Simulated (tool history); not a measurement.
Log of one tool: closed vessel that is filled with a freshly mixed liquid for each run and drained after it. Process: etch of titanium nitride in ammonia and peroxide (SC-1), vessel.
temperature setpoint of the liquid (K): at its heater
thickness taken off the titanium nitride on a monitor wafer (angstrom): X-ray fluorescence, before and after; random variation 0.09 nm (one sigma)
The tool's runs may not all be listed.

run	day	temperature setpoint of the liquid (K)	parts of water to one part of 30 % peroxide (parts by volume)	parts of 29 % ammonia solution to one part of 30 % peroxide (parts by volume)	time in the liquid (s)	thickness taken off the titanium nitride on a monitor wafer (angstrom)
1	0.000	332.15	16.5	0.9	185	99.319
2	0.171	334.15	16.5	0.9	185	112.150
3	0.271	334.15	16.5	0.9	200	121.730
4	0.454	335.65	16.5	0.9	200	133.900
5	0.717	337.15	16.5	0.9	200	146.810
6	0.846	340.15	16.5	0.9	200	177.770
7	0.942	340.65	16.5	0.9	200	184.650

The next listed run, before its measurement:
8	1.208	341.15	16.5	0.9	200	?

thickness taken off the titanium nitride on a monitor wafer (angstrom): 192.700
